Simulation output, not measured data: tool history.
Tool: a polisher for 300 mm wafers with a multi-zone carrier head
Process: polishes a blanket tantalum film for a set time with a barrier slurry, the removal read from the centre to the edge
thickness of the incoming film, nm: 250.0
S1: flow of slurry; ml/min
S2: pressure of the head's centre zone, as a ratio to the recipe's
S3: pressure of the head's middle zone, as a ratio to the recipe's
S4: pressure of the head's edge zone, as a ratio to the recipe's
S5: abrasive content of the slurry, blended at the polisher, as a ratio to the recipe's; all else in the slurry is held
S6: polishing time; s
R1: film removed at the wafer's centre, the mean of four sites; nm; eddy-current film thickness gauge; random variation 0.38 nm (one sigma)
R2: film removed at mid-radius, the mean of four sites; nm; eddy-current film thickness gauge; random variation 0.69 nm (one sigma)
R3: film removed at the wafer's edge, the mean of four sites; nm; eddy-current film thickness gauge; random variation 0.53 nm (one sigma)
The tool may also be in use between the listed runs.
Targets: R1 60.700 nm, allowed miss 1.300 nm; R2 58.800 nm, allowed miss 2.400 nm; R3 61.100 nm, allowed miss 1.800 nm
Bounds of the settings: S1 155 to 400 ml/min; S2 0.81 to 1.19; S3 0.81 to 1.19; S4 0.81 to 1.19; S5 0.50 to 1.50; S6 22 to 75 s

run,day,S1,S2,S3,S4,S5,S6,R1,R2,R3
1,0.000,255,1.00,1.00,1.00,1.00,48,77.216,74.699,75.462
2,0.250,295,1.00,1.00,1.00,1.00,48,79.521,77.728,77.004
3,0.354,295,1.09,1.00,1.00,1.00,48,85.751,77.422,76.051
4,0.500,250,1.09,1.00,1.00,1.00,48,84.838,75.134,75.128
5,0.554,220,1.09,1.00,1.00,1.00,48,83.096,73.705,75.398
6,0.917,225,1.06,0.99,0.98,0.90,48,77.324,69.965,70.546
7,1.008,220,1.03,0.98,0.96,0.90,48,74.841,70.864,70.614
8,1.096,220,1.03,0.98,0.96,0.90,48,74.815,69.820,69.304
9,1.362,215,1.01,0.96,0.95,0.90,48,73.868,68.007,69.457
10,1.475,200,0.91,0.92,0.85,0.65,47,55.345,56.100,55.631
11,1.558,215,0.91,0.92,0.86,0.65,47,56.436,57.407,55.658

5 next moves are on the table. One of them brings every result within its allowed miss. Which?
A,1.642,200,0.85,0.95,0.84,0.60,54,?,?,?
B,1.642,280,1.10,1.05,0.81,0.65,40,?,?,?
C,1.642,270,0.92,0.89,0.92,0.80,44,?,?,?
D,1.642,165,0.93,0.97,0.81,0.70,45,?,?,?
E,1.642,220,0.87,0.95,0.86,0.65,51,?,?,?

move,R1,R2,R3
A,56.074,62.664,61.229
B,59.318,54.466,48.254
C,59.834,58.750,61.968
D,53.346,55.456,53.089
E,57.640,62.804,61.780
A: further off than the last run
B: further off than the last run
C: meets every target
D: further off than the last run
E: nearer than the last run, and not there yet
Move C is the one to make.
